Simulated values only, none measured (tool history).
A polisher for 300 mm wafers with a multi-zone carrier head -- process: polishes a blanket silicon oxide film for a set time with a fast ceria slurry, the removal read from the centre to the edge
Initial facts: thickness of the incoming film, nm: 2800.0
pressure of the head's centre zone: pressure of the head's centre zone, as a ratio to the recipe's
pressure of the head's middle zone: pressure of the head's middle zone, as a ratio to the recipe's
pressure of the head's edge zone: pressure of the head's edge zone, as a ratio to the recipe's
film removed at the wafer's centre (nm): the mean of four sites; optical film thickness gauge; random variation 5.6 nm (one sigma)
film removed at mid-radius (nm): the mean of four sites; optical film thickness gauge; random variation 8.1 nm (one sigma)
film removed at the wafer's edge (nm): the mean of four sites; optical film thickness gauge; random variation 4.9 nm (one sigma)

| run | hour | flow of slurry (ml/min) | pressure of the head's centre zone | pressure of the head's middle zone | pressure of the head's edge zone | polishing time (s) | film removed at the wafer's centre (nm) | film removed at mid-radius (nm) | film removed at the wafer's edge (nm) |
|---|---|---|---|---|---|---|---|---|---|
| 1 | 0.0 | 255 | 1.00 | 1.00 | 1.00 | 38 | 628.38 | 621.92 | 609.27 |
| 2 | 3.4 | 255 | 1.00 | 1.04 | 1.00 | 38 | 636.46 | 634.37 | 610.90 |
| 3 | 8.2 | 270 | 1.00 | 1.07 | 1.01 | 39 | 659.67 | 663.86 | 640.46 |
| 4 | 12.3 | 270 | 1.00 | 1.07 | 1.01 | 44 | 750.84 | 748.40 | 706.49 |
| 5 | 13.4 | 270 | 1.00 | 0.99 | 1.01 | 44 | 736.56 | 704.87 | 706.94 |
| 6 | 17.3 | 215 | 1.00 | 0.99 | 1.01 | 44 | 715.94 | 698.81 | 696.70 |
| 7 | 19.6 | 215 | 1.00 | 1.02 | 0.99 | 44 | 722.45 | 712.40 | 702.91 |
| 8 | 26.2 | 255 | 1.01 | 1.12 | 0.89 | 43 | 720.55 | 767.95 | 641.53 |

What will run 9 give?
| 9 | 28.7 | 260 | 1.01 | 1.12 | 0.91 | 43 | ? | ? | ? |

{"run 9": {"film removed at the wafer's centre (nm)": 731.7, "film removed at mid-radius (nm)": 751.41, "film removed at the wafer's edge (nm)": 658.54}}
